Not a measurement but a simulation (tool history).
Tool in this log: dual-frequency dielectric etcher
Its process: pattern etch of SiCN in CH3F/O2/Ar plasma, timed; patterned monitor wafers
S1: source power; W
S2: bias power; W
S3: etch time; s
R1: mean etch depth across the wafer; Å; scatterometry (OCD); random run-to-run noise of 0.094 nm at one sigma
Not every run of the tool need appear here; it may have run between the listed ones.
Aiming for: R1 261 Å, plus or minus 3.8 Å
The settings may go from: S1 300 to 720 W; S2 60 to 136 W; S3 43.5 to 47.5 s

run,day,S1,S2,S3,R1
1,0,510,98,47.5,222.93
2,0.129,440,98,47.5,212.22
3,0.35,440,98,47.5,214.27
4,0.583,490,100,47.5,219.68
5,0.788,530,104,47.5,231.27
6,1.083,560,105,47.5,235.44
7,1.121,660,111,47.5,254.52
8,1.167,670,111,47.5,256.58
9,1.229,680,111,47.5,257.34

Which one of the following 4 next-run settings gets every result inside its allowed miss? There is exactly one.
A,1.292,680,110,47,?
B,1.292,710,113,47.5,?
C,1.292,720,113,45.5,?
D,1.292,680,117,45.5,?

move,R1
A,253.63
B,262.87
C,252.96
D,251.8
A: the biggest miss grows against the last run
B: in spec on every target
C: the biggest miss grows against the last run
D: the biggest miss grows against the last run
Go with B: it meets all targets.

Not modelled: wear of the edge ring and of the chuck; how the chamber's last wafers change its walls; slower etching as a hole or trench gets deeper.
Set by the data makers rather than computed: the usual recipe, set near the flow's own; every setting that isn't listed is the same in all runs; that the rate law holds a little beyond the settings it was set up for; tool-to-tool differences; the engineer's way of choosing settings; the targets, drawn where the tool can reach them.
